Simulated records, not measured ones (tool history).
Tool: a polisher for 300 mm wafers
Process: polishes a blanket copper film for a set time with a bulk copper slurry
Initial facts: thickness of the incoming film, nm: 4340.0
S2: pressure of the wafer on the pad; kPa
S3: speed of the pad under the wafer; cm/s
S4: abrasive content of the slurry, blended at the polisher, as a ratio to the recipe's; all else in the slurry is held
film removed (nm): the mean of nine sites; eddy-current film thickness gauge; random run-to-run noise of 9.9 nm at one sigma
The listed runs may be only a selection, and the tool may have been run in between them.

Run 1, hour 0.0: flow of slurry (ml/min) 200, S2 13.8 kPa, S3 130 cm/s, S4 1.00, polishing time (s) 60. Result: film removed (nm) 399.90.
Run 2, hour 8.3: flow of slurry (ml/min) 200, S2 15.2 kPa, S3 132 cm/s, S4 1.00, polishing time (s) 60. Result: film removed (nm) 458.93.
Run 3, hour 9.8: flow of slurry (ml/min) 200, S2 17.2 kPa, S3 132 cm/s, S4 1.00, polishing time (s) 60. Result: film removed (nm) 520.64.
Run 4, hour 11.7: flow of slurry (ml/min) 200, S2 17.2 kPa, S3 132 cm/s, S4 1.15, polishing time (s) 60. Result: film removed (nm) 531.96.
Run 5, hour 12.6: flow of slurry (ml/min) 245, S2 17.2 kPa, S3 132 cm/s, S4 1.15, polishing time (s) 60. Result: film removed (nm) 540.73.
Run 6, hour 14.9: flow of slurry (ml/min) 245, S2 17.2 kPa, S3 132 cm/s, S4 1.35, polishing time (s) 60. Result: film removed (nm) 580.80.
Run 7, hour 18.2: flow of slurry (ml/min) 245, S2 17.9 kPa, S3 132 cm/s, S4 1.35, polishing time (s) 60. Result: film removed (nm) 597.69.
Run 8, hour 21.0: flow of slurry (ml/min) 245, S2 17.9 kPa, S3 132 cm/s, S4 1.35, polishing time (s) 60. Result: film removed (nm) 597.64.
Run 9, hour 23.9: flow of slurry (ml/min) 245, S2 18.6 kPa, S3 132 cm/s, S4 1.35, polishing time (s) 60. Result: film removed (nm) 620.87.
Run 10, hour 28.7: flow of slurry (ml/min) 245, S2 19.3 kPa, S3 132 cm/s, S4 1.35, polishing time (s) 60. Result: film removed (nm) 639.52.

Run 11 has not been measured yet. What should we expect?
Run 11, hour 33.2: flow of slurry (ml/min) 245, S2 20.0 kPa, S3 132 cm/s, S4 1.35, polishing time (s) 60. Result: film removed (nm) ?.

Run 11 measured film removed (nm) 661.62.
